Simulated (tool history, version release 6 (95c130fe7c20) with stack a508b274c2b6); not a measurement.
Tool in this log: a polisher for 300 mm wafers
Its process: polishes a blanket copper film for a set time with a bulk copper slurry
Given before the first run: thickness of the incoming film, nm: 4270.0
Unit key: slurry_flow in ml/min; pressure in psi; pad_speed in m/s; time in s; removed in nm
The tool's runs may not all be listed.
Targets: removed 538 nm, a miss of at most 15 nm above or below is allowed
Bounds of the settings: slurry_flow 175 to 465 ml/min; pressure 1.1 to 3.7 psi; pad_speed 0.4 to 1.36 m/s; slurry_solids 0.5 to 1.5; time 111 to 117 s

run,hour,slurry_flow,pressure,pad_speed,slurry_solids,time,removed
1,0,295,2.4,0.88,1,111,739.87
2,1.7,295,2.2,0.88,1,111,688.25
3,3.4,295,2.2,1.02,1,111,795.44
4,6.8,295,2.2,1.02,1.1,111,827.02
5,11.7,295,1.9,1.02,1.1,111,731.04
6,20.5,295,1.7,1.02,1.1,111,683.2
7,28.5,295,1.5,1.02,1.1,111,622.75
8,33.5,295,1.4,1.02,1.1,111,586.62
9,35.4,295,1.3,1.02,1.1,111,565.93

Consider the 4 candidate settings below. Which is the only one whose results all fall within their allowed miss of target?
A,37.3,275,1.5,1.02,1.05,111,?
B,37.3,315,1.1,0.98,1.1,114,?
C,37.3,310,1.1,1.04,1.1,115,?
D,37.3,250,1.3,1.08,1,117,?

move,removed
A,605.14
B,498.55
C,532.27
D,600.11
A: its largest miss is bigger than the last run's
B: carries the result that was furthest off beyond its target, to the other side
C: in spec on every target
D: its largest miss is bigger than the last run's
Go with C: it meets all targets.

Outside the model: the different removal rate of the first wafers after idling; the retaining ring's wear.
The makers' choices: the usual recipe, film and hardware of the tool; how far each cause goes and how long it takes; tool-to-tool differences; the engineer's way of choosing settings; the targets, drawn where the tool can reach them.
